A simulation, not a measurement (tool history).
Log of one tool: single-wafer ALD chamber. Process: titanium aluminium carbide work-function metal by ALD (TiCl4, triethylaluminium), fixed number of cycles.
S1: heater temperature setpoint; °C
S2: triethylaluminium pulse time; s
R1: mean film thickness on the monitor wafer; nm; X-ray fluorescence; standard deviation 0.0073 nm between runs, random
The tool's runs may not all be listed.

run,hour,S1,S2,R1
1,0.0,315,8.87,2.1714
2,8.8,319,8.87,2.2200
3,17.4,316,8.51,2.1349
4,19.4,314,8.41,2.1175
5,21.9,314,10.53,2.2151
6,30.0,312,10.21,2.1719
7,32.1,310,9.97,2.1542
8,34.0,308,9.60,2.1234
9,34.8,306,9.21,2.0787
10,41.0,304,8.95,2.0632

What will run 11 give?
11,43.4,303,8.63,?

Run 11 yielded R1 2.0201 nm.
